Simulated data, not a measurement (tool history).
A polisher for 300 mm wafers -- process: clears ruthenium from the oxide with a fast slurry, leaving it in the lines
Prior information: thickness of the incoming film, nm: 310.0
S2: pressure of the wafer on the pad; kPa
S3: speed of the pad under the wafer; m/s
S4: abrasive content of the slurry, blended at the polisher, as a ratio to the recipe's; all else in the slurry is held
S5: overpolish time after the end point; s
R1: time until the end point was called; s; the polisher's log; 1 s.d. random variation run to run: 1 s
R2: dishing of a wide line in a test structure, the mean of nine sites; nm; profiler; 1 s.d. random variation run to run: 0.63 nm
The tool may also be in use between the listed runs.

Run 1, hour 0.0: flow of slurry (ml/min) 205, S2 12.4 kPa, S3 1.22 m/s, S4 1.00, S5 22 s. Result: R1 81.868 s, R2 67.853 nm.
Run 2, hour 8.8: flow of slurry (ml/min) 205, S2 14.5 kPa, S3 1.22 m/s, S4 1.00, S5 22 s. Result: R1 69.872 s, R2 75.580 nm.
Run 3, hour 17.9: flow of slurry (ml/min) 205, S2 14.5 kPa, S3 1.22 m/s, S4 1.10, S5 22 s. Result: R1 66.572 s, R2 76.440 nm.
Run 4, hour 18.7: flow of slurry (ml/min) 205, S2 14.5 kPa, S3 1.22 m/s, S4 0.90, S5 22 s. Result: R1 74.618 s, R2 71.339 nm.
Run 5, hour 27.7: flow of slurry (ml/min) 205, S2 14.5 kPa, S3 1.22 m/s, S4 0.75, S5 22 s. Result: R1 84.296 s, R2 63.509 nm.
Run 6, hour 32.2: flow of slurry (ml/min) 205, S2 14.5 kPa, S3 1.22 m/s, S4 0.75, S5 28 s. Result: R1 85.248 s, R2 77.371 nm.
Run 7, hour 34.9: flow of slurry (ml/min) 205, S2 14.5 kPa, S3 1.22 m/s, S4 0.75, S5 28 s. Result: R1 83.617 s, R2 76.274 nm.
Run 8, hour 39.4: flow of slurry (ml/min) 210, S2 13.8 kPa, S3 1.20 m/s, S4 0.75, S5 24 s. Result: R1 89.606 s, R2 64.355 nm.

Run 9 has not been measured yet. What should we expect?
Run 9, hour 43.3: flow of slurry (ml/min) 215, S2 13.8 kPa, S3 1.20 m/s, S4 0.75, S5 21 s. Result: R1 ?, R2 ?.

Run 9 came out at R1 88.502 s, R2 58.974 nm.
